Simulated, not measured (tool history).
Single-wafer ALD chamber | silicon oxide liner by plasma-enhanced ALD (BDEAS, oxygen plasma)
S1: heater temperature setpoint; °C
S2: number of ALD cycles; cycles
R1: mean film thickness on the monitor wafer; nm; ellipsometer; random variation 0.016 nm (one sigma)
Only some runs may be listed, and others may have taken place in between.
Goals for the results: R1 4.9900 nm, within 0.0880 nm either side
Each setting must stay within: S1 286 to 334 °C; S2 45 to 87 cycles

{"run": 1, "day": 0.0, "S1": 310, "S2": 66, "R1": 5.8958}
{"run": 2, "day": 0.35, "S1": 311, "S2": 62, "R1": 5.5065}
{"run": 3, "day": 0.438, "S1": 312, "S2": 60, "R1": 5.3305}
{"run": 4, "day": 0.567, "S1": 312, "S2": 69, "R1": 6.0918}
{"run": 5, "day": 0.779, "S1": 322, "S2": 69, "R1": 6.0249}
{"run": 6, "day": 1.021, "S1": 323, "S2": 65, "R1": 5.6743}
{"run": 7, "day": 1.242, "S1": 323, "S2": 62, "R1": 5.4136}
{"run": 8, "day": 1.488, "S1": 323, "S2": 60, "R1": 5.2467}

Below are 4 possible settings for the next run. Only one of them brings all results inside the allowed miss of their targets. Which is it?
{"run": "A", "day": 1.733, "S1": 329, "S2": 63, "R1": "?"}
{"run": "B", "day": 1.733, "S1": 326, "S2": 62, "R1": "?"}
{"run": "C", "day": 1.733, "S1": 333, "S2": 58, "R1": "?"}
{"run": "D", "day": 1.733, "S1": 321, "S2": 55, "R1": "?"}

move=A R1=5.4607
move=B R1=5.3946
move=C R1=5.0016
move=D R1=4.8160
A: further off than the last run
B: further off than the last run
C: all results land within tolerance of their targets
D: pushes the last run's worst result past its target
Answer: C

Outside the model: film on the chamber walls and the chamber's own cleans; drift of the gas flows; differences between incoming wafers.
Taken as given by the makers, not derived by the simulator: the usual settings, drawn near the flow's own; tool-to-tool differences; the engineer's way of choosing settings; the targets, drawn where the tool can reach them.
